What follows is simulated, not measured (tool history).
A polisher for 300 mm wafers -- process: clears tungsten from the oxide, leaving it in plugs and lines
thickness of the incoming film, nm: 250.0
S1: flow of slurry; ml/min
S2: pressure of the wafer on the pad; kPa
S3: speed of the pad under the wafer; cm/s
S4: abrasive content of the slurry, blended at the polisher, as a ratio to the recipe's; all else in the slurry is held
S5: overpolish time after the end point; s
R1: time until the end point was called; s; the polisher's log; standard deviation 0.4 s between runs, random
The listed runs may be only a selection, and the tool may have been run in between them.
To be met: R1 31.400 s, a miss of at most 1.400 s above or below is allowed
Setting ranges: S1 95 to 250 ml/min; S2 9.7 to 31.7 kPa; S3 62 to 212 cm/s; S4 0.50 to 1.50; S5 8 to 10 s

run 1 day=0.000 | S1=160 S2=20.7 S3=136 S4=1.00 S5=10 | R1=51.947
run 2 day=0.038 | S1=160 S2=17.9 S3=136 S4=1.00 S5=10 | R1=59.564
run 3 day=0.208 | S1=160 S2=15.9 S3=136 S4=1.00 S5=10 | R1=67.470
run 4 day=0.288 | S1=160 S2=18.6 S3=138 S4=1.00 S5=10 | R1=55.737
run 5 day=0.542 | S1=160 S2=14.5 S3=138 S4=1.00 S5=10 | R1=72.031
run 6 day=0.796 | S1=160 S2=19.3 S3=138 S4=1.00 S5=10 | R1=56.007
run 7 day=0.850 | S1=160 S2=21.4 S3=140 S4=1.00 S5=10 | R1=48.890
run 8 day=1.062 | S1=160 S2=22.8 S3=140 S4=1.00 S5=10 | R1=45.899
run 9 day=1.138 | S1=160 S2=24.1 S3=140 S4=1.00 S5=10 | R1=43.509
run 10 day=1.175 | S1=160 S2=25.5 S3=140 S4=1.00 S5=10 | R1=41.798
run 11 day=1.542 | S1=160 S2=26.9 S3=140 S4=1.00 S5=10 | R1=39.284
run 12 day=1.692 | S1=160 S2=27.6 S3=140 S4=1.00 S5=10 | R1=37.804

Of the 5 settings listed for the next run, only one would bring every result within its allowed miss of target. Which one?
run A day=1.842 | S1=155 S2=28.3 S3=132 S4=0.70 S5=8 | R1=?
run B day=1.842 | S1=150 S2=28.3 S3=172 S4=0.90 S5=10 | R1=?
run C day=1.842 | S1=210 S2=31.7 S3=154 S4=1.05 S5=8 | R1=?
run D day=1.842 | S1=155 S2=27.6 S3=152 S4=1.05 S5=8 | R1=?
run E day=1.842 | S1=155 S2=25.5 S3=124 S4=1.05 S5=8 | R1=?

move=A R1=41.189
move=B R1=30.992
move=C R1=28.843
move=D R1=34.877
move=E R1=45.855
A: misses by more than the last run did
B: every result within its allowed miss
C: takes the result that was furthest off past its target
D: nearer the targets than the last run, but a result is still out of spec
E: misses by more than the last run did
B meets every target.
